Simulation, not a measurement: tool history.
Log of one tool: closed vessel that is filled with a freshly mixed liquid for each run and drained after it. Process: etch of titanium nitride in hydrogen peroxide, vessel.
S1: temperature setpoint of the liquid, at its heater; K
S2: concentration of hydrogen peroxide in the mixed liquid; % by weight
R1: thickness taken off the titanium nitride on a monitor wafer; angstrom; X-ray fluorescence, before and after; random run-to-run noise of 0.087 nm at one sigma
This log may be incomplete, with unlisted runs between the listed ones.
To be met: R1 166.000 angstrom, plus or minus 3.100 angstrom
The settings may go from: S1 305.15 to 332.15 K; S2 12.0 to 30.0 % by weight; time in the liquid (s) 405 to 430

run 1 day=0.000 | S1=316.15 S2=22.0 time_in_the_liquid_(s)=405 | R1=94.655
run 2 day=0.317 | S1=319.65 S2=22.0 time_in_the_liquid_(s)=405 | R1=123.190
run 3 day=0.479 | S1=313.15 S2=22.0 time_in_the_liquid_(s)=405 | R1=75.025
run 4 day=0.600 | S1=317.65 S2=22.0 time_in_the_liquid_(s)=405 | R1=105.110
run 5 day=0.879 | S1=317.65 S2=22.0 time_in_the_liquid_(s)=430 | R1=112.330
run 6 day=1.238 | S1=313.15 S2=22.0 time_in_the_liquid_(s)=430 | R1=80.438
run 7 day=1.308 | S1=316.15 S2=22.0 time_in_the_liquid_(s)=430 | R1=100.330
run 8 day=1.454 | S1=318.15 S2=22.0 time_in_the_liquid_(s)=430 | R1=116.320
run 9 day=1.538 | S1=319.65 S2=22.0 time_in_the_liquid_(s)=430 | R1=130.590
run 10 day=1.721 | S1=320.65 S2=22.0 time_in_the_liquid_(s)=430 | R1=140.620

Exactly one of the 5 candidate moves below puts every result within its allowed miss. Which one?
run A day=1.904 | S1=322.65 S2=21.5 time_in_the_liquid_(s)=420 | R1=?
run B day=1.904 | S1=322.15 S2=22.0 time_in_the_liquid_(s)=430 | R1=?
run C day=1.904 | S1=322.65 S2=23.5 time_in_the_liquid_(s)=430 | R1=?
run D day=1.904 | S1=322.15 S2=22.5 time_in_the_liquid_(s)=430 | R1=?
run E day=1.904 | S1=322.15 S2=24.0 time_in_the_liquid_(s)=430 | R1=?

move=A R1=158.960
move=B R1=157.730
move=C R1=165.910
move=D R1=158.500
move=E R1=160.730
A: closes in on the targets versus the last run, not all within tolerance yet
B: closes in on the targets versus the last run, not all within tolerance yet
C: in spec on every target
D: closes in on the targets versus the last run, not all within tolerance yet
E: closes in on the targets versus the last run, not all within tolerance yet
Move C is the one to make.
